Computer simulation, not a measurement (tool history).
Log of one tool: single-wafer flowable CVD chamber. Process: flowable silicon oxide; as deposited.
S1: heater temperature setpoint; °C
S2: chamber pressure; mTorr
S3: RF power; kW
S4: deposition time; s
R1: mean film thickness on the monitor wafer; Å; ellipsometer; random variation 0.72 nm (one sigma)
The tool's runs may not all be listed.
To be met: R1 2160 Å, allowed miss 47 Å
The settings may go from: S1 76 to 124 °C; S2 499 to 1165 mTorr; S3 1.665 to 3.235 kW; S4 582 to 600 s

run	hour	S1	S2	S3	S4	R1
1	0	100	832	2.45	582	3645.5
2	7	102	832	2.45	582	3382.2
3	14.8	103	832	2.45	582	3277.6
4	22.8	103	832	2.45	582	3277.2
5	30.3	104	832	2.45	582	3150.4
6	34.4	104	832	2.275	582	3152.9
7	39.2	105	832	2.275	582	3027.5
8	47.3	106	832	2.275	582	2934.4
# hour 52.2: capacitance manometer re-zeroed and calibrated
9	52.2	107	832	2.275	582	2719.4
10	53.2	108	832	2.275	582	2622.6
11	57.3	109	832	2.275	582	2539.7
12	60.4	115	831	2.275	582	2097.1

4 next moves are on the table. One of them brings every result within its allowed miss. Which?
A	63.5	113	797	2.35	584	?
B	63.5	114	855	2.645	587	?
C	63.5	114	755	2.63	582	?
D	63.5	115	888	2.485	600	?

move	R1
A	2165.5
B	2264.8
C	2036.9
D	2291.6
A: meets every target
B: takes the result that was furthest off past its target
C: further off than the last run
D: takes the result that was furthest off past its target
Answer: A

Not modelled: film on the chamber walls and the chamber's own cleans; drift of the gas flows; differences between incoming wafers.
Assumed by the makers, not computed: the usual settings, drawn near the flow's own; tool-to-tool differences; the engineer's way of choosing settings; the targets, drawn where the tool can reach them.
